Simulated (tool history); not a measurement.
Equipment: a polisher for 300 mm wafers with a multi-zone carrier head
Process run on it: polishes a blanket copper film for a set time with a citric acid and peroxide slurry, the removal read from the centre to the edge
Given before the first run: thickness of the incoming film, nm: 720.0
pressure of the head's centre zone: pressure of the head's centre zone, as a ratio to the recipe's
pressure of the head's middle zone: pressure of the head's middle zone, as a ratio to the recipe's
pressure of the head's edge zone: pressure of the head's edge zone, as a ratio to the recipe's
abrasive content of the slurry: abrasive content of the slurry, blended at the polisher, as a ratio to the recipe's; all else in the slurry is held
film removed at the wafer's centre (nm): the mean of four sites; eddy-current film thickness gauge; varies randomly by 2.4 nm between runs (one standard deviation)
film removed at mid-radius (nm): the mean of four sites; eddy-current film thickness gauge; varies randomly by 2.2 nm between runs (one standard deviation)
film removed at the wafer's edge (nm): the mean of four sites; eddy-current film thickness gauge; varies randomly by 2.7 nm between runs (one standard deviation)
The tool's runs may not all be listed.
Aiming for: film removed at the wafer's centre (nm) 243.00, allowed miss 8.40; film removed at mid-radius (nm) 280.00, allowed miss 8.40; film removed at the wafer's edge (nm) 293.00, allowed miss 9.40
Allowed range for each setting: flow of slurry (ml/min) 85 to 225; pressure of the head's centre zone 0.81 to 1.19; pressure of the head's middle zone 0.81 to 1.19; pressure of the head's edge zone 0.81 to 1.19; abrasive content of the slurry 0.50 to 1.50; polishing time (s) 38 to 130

run,hour,flow of slurry (ml/min),pressure of the head's centre zone,pressure of the head's middle zone,pressure of the head's edge zone,abrasive content of the slurry,polishing time (s),film removed at the wafer's centre (nm),film removed at mid-radius (nm),film removed at the wafer's edge (nm)
1,0.0,145,1.00,1.00,1.00,1.00,84,222.41,217.89,221.37
2,8.2,180,1.00,1.00,1.00,1.00,84,225.93,226.68,228.91
3,17.0,180,1.00,0.93,1.00,1.00,84,226.45,210.94,225.95
4,24.9,185,0.99,0.95,1.03,1.10,84,227.49,222.19,232.97
5,30.4,185,0.99,0.95,1.03,1.30,84,237.49,232.21,244.28
6,34.1,185,0.98,0.96,1.05,1.35,85,237.12,242.19,250.50
7,36.6,185,0.97,0.96,1.07,1.35,86,243.97,240.36,258.62
8,43.0,190,0.95,0.98,1.09,1.35,86,240.24,245.75,262.38
9,50.3,190,0.94,1.00,1.10,1.35,86,236.93,250.73,258.03
10,53.2,190,0.93,1.00,1.11,1.35,87,236.51,253.60,267.05
11,57.6,220,0.90,1.06,1.19,1.45,87,236.45,273.12,285.67

Of the 5 settings listed for the next run, only one would bring every result within its allowed miss of target. Which one?
A,62.0,220,0.81,0.95,1.19,1.30,95,?,?,?
B,62.0,220,0.85,0.98,1.19,1.40,89,?,?,?
C,62.0,210,0.87,1.01,1.14,1.50,92,?,?,?
D,62.0,220,0.94,0.99,1.16,1.45,88,?,?,?
E,62.0,205,0.91,0.92,1.19,1.40,96,?,?,?

move,film removed at the wafer's centre (nm),film removed at mid-radius (nm),film removed at the wafer's edge (nm)
A,224.03,271.39,298.93
B,224.22,265.01,284.81
C,239.70,283.55,291.58
D,247.42,266.20,280.29
E,256.55,269.68,305.54
A: the biggest miss grows against the last run
B: the biggest miss grows against the last run
C: in spec on every target
D: the biggest miss grows against the last run
E: the biggest miss grows against the last run
So the answer is move C, the one that meets all the targets.
